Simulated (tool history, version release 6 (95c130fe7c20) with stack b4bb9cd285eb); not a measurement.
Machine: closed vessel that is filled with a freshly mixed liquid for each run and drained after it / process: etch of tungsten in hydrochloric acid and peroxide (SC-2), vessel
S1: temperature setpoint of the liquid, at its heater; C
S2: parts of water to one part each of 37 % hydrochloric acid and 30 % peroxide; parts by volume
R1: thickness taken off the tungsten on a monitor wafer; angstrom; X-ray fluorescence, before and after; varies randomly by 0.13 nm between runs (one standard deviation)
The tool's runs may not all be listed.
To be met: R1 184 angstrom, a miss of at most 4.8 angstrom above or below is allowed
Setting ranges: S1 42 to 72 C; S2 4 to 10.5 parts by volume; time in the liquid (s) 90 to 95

run 1 hour=0 | S1=58 S2=5.5 time_in_the_liquid_(s)=90 | R1=291.6
run 2 hour=3.5 | S1=56 S2=5.5 time_in_the_liquid_(s)=90 | R1=254.3
run 3 hour=8.3 | S1=56 S2=4 time_in_the_liquid_(s)=90 | R1=324.17
run 4 hour=12 | S1=56 S2=4 time_in_the_liquid_(s)=95 | R1=342.69
run 5 hour=18.1 | S1=53.5 S2=4 time_in_the_liquid_(s)=95 | R1=287.34
run 6 hour=23.2 | S1=52 S2=4 time_in_the_liquid_(s)=95 | R1=265.02
run 7 hour=26.9 | S1=50.5 S2=4 time_in_the_liquid_(s)=95 | R1=235.32
run 8 hour=29.2 | S1=50.5 S2=4 time_in_the_liquid_(s)=95 | R1=237.32
run 9 hour=31.5 | S1=49.5 S2=4 time_in_the_liquid_(s)=95 | R1=225.01
run 10 hour=33.7 | S1=48.5 S2=4 time_in_the_liquid_(s)=95 | R1=207.47
run 11 hour=38.2 | S1=48 S2=4 time_in_the_liquid_(s)=95 | R1=200.07
run 12 hour=43.6 | S1=47.5 S2=4 time_in_the_liquid_(s)=95 | R1=193.09

Which one of the following 4 next-run settings gets every result inside its allowed miss? There is exactly one.
run A hour=49 | S1=48.5 S2=4 time_in_the_liquid_(s)=90 | R1=?
run B hour=49 | S1=48 S2=4 time_in_the_liquid_(s)=95 | R1=?
run C hour=49 | S1=50 S2=5 time_in_the_liquid_(s)=95 | R1=?
run D hour=49 | S1=49 S2=5 time_in_the_liquid_(s)=95 | R1=?

move=A R1=195.07
move=B R1=199.09
move=C R1=195.15
move=D R1=182.53
A: lands further from the targets than the last run did
B: lands further from the targets than the last run did
C: lands further from the targets than the last run did
D: all results in spec
Move D is the one to make.

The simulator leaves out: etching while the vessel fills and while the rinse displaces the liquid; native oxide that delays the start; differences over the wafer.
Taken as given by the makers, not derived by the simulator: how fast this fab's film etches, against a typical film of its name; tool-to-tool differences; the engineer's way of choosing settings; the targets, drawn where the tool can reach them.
